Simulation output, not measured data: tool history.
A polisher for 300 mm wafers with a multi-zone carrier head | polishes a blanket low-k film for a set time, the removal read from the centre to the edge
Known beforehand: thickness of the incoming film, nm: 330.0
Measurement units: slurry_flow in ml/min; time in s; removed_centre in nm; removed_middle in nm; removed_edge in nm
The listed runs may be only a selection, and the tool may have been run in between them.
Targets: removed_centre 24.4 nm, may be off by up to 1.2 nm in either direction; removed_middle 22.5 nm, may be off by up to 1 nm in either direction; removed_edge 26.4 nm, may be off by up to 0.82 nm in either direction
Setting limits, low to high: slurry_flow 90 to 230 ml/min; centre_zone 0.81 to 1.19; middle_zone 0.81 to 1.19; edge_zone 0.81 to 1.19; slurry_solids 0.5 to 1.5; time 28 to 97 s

run  hour  slurry_flow  centre_zone  middle_zone  edge_zone  slurry_solids  time  removed_centre  removed_middle  removed_edge
  1     0          150            1            1          1              1    62          28.321          29.594        29.214
  2   8.4          145         0.99         0.96          1           0.95    62          26.899          27.428         27.22
  3    17          145         0.99         0.96          1           0.95    49          20.902          21.465        22.147
  4  19.7          155            1         0.95       1.04           0.95    49          21.755          21.211        22.702
  5  23.1          155            1         0.95       0.97           0.95    49          21.514          21.428        22.272
  6  31.4          155            1         0.95       0.97           1.05    49          22.976          23.106        23.172
  7  32.8          165            1         0.94       1.02           1.05    49          23.532          23.195        23.934
  8  35.8          165         0.99         0.92       1.06           1.05    50          23.629          23.407        24.988

Next run, 5 choices. One meets every target within its allowed miss, the rest don't. Which?
  A  38.8          195         1.05         1.01       0.96           1.15    44               ?               ?             ?
  B  38.8          210         0.85         0.86          1           1.05    53               ?               ?             ?
  C  38.8          185         0.88         0.93       0.95           0.95    58               ?               ?             ?
  D  38.8          200            1         0.84       1.16           0.95    53               ?               ?             ?
  E  38.8          195         0.96         0.93       1.11              1    54               ?               ?             ?

move  removed_centre  removed_middle  removed_edge
   A          24.069          23.774        22.561
   B          22.478          24.834        26.547
   C          23.431           26.29        26.225
   D          24.654          22.788        26.697
   E          24.845          25.494        27.407
A: the biggest miss grows against the last run
B: corrects the largest miss of the last run, while another result sits out of spec
C: corrects the largest miss of the last run, while another result sits out of spec
D: every result within its allowed miss
E: takes the biggest miss from the last run beyond its target
The right move is D.

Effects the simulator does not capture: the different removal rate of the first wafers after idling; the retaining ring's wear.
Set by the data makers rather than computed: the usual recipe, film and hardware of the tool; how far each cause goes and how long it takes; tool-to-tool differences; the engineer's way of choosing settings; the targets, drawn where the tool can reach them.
